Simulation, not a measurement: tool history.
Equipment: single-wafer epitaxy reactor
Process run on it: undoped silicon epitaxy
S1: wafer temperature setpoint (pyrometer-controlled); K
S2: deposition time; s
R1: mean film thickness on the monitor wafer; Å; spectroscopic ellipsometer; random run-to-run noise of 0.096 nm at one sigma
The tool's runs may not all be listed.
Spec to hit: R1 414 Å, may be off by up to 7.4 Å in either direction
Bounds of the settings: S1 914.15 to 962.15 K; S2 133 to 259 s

Run 1, day 0: S1 938.15 K, S2 196 s. Result: R1 448.68 Å.
Run 2, day 0.238: S1 938.15 K, S2 169 s. Result: R1 385.51 Å.
Run 3, day 0.367: S1 938.15 K, S2 196 s. Result: R1 448.84 Å.
Run 4, day 0.633: S1 937.15 K, S2 196 s. Result: R1 437.62 Å.
Run 5, day 0.896: S1 937.15 K, S2 212 s. Result: R1 475.47 Å.
Run 6, day 0.933: S1 942.15 K, S2 212 s. Result: R1 521.36 Å.
Run 7, day 1.2: S1 939.15 K, S2 212 s. Result: R1 490.71 Å.
Run 8, day 1.271: S1 937.15 K, S2 212 s. Result: R1 474.08 Å.
Run 9, day 1.621: S1 935.15 K, S2 212 s. Result: R1 456.63 Å.
Run 10, day 1.971: S1 934.15 K, S2 212 s. Result: R1 449.58 Å.

Which of these 5 next moves meets every target?
Run A, day 2.321: S1 935.15 K, S2 200 s. Result: R1 ?.
Run B, day 2.321: S1 939.15 K, S2 188 s. Result: R1 ?.
Run C, day 2.321: S1 938.15 K, S2 183 s. Result: R1 ?.
Run D, day 2.321: S1 940.15 K, S2 212 s. Result: R1 ?.
Run E, day 2.321: S1 935.15 K, S2 230 s. Result: R1 ?.

move      R1
   A  433.18
   B  438.64
   C  419.13
   D  503.88
   E  498.16
A: closer than the last run, but not yet in spec
B: closer than the last run, but not yet in spec
C: every result lands within tolerance
D: lands further from the targets than the last run did
E: lands further from the targets than the last run did
Move C is the one to make.

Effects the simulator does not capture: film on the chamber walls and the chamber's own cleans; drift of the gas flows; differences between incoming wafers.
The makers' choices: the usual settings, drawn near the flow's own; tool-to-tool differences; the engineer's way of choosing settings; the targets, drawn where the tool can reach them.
